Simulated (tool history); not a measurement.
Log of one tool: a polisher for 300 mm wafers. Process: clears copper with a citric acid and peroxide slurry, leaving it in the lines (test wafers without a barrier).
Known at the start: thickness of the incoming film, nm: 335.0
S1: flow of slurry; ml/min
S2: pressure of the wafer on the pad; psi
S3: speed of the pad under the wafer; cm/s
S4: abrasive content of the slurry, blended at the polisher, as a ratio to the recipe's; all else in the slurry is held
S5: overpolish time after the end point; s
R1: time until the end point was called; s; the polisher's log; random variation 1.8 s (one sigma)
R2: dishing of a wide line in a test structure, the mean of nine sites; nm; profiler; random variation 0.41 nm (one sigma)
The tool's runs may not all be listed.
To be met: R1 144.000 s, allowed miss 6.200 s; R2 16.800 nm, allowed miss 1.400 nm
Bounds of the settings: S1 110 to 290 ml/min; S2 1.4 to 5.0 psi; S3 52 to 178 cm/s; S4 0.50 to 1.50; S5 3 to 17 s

run  hour   S1   S2   S3    S4  S5       R1      R2
  1   0.0  185  3.2  114  1.00   9  106.400  18.554
  2   5.9  185  3.9  114  1.00   9   87.826  21.838
  3   8.8  185  3.7  114  1.00   9   90.589  21.120
  4  12.5  185  3.5  114  1.00   9   97.710  20.116
  5  20.8  215  3.5  114  1.00   9   95.555  20.518
  6  22.7  255  3.5  114  1.00   9   94.280  21.100
  7  23.4  255  3.4  114  1.00   9   98.730  20.616
  8  28.2  240  2.5  112  1.00  10  133.580  17.140

4 next moves are on the table. One of them brings every result within its allowed miss. Which?
  A  33.0  265  2.6   82  1.15  11   ?   ?
  B  33.0  250  2.2  116  1.15   9   ?   ?
  C  33.0  225  2.8  108  1.05   9   ?   ?
  D  33.0  245  2.8  100  0.90  10   ?   ?

move       R1      R2
   A  145.580  16.000
   B  141.190  13.576
   C  120.470  15.846
   D  129.320  16.371
A: meets every target
B: brings the result that was furthest off to its target, and leaves another outside
C: further off than the last run
D: further off than the last run
Move A is the one to make.
